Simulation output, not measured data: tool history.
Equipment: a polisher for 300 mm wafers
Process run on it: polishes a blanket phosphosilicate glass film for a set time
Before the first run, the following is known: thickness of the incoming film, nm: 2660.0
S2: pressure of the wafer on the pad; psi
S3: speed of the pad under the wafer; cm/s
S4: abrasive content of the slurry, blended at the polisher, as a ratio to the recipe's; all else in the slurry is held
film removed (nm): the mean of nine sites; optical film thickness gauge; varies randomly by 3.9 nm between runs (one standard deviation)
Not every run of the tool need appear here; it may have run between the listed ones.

run 1 hour=0.0 | flow_of_slurry_(ml/min)=310 S2=3.1 S3=92 S4=1.0 polishing_time_(s)=64 | film_removed_(nm)=552.05
run 2 hour=8.0 | flow_of_slurry_(ml/min)=310 S2=2.9 S3=92 S4=1.0 polishing_time_(s)=64 | film_removed_(nm)=518.61
run 3 hour=15.6 | flow_of_slurry_(ml/min)=245 S2=2.9 S3=92 S4=1.0 polishing_time_(s)=64 | film_removed_(nm)=504.66
run 4 hour=16.5 | flow_of_slurry_(ml/min)=310 S2=2.9 S3=92 S4=1.0 polishing_time_(s)=64 | film_removed_(nm)=524.37
run 5 hour=24.5 | flow_of_slurry_(ml/min)=310 S2=2.9 S3=70 S4=1.0 polishing_time_(s)=64 | film_removed_(nm)=428.13
run 6 hour=26.3 | flow_of_slurry_(ml/min)=310 S2=2.9 S3=70 S4=1.0 polishing_time_(s)=58 | film_removed_(nm)=388.32
run 7 hour=32.6 | flow_of_slurry_(ml/min)=320 S2=3.1 S3=70 S4=1.0 polishing_time_(s)=58 | film_removed_(nm)=421.21

Forecast run 8:
run 8 hour=34.7 | flow_of_slurry_(ml/min)=330 S2=3.2 S3=70 S4=1.0 polishing_time_(s)=58 | film_removed_(nm)=?

{"run 8": {"film removed (nm)": 432.35}}
